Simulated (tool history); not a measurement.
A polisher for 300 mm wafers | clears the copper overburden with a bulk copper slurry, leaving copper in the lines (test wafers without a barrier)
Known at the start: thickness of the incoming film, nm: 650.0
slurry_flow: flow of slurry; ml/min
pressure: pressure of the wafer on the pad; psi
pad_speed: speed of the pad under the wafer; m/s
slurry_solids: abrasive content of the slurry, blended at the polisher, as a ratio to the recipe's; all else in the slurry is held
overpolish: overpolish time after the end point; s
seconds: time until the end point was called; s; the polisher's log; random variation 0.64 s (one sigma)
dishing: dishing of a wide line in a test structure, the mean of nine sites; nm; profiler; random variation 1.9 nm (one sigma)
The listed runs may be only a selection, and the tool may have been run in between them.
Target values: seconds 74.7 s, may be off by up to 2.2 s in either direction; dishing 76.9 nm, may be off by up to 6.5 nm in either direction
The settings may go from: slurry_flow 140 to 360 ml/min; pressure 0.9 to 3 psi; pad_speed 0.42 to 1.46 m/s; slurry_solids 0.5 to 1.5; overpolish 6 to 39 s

run  hour  slurry_flow  pressure  pad_speed  slurry_solids  overpolish  seconds  dishing
  1     0          230       1.9       0.94              1          20   119.01    53.31
  2   7.9          235       2.2       0.94              1          20   103.31    59.49
  3  11.2          235       2.4       0.94              1          20   94.516   62.638
  4  16.4          235       2.4       0.74              1          20   114.57   56.662
  5  21.8          240       2.6       0.78              1          20   101.48   62.275
  6  26.1          240       2.6       0.66              1          20   118.77   57.079
  7  30.7          240       2.7       0.74              1          20   103.58    61.96
  8  36.9          240       2.8        0.8              1          20   91.671   63.509
  9  39.2          240       2.9       0.84              1          21    84.47   68.818
 10  42.6          240       2.9       0.86              1          22   84.821   72.159
 11  50.5          240       2.9       0.88              1          22   82.469   70.791

Exactly one of the 4 candidate moves below puts every result within its allowed miss. Which one?
  A  58.4          220         3       0.98            0.9          15        ?        ?
  B  58.4          205       2.9       0.96            0.9          16        ?        ?
  C  58.4          255       2.9        0.9              1          19        ?        ?
  D  58.4          345         3       0.88           1.25          23        ?        ?

move  seconds  dishing
   A   75.406   63.191
   B    79.92   63.207
   C   81.258   68.888
   D   75.342   78.588
A: the furthest-off result lands on target, but another misses its tolerance
B: better than the last run, though not everything is in spec
C: better than the last run, though not everything is in spec
D: meets every target
Go with D: it meets all targets.
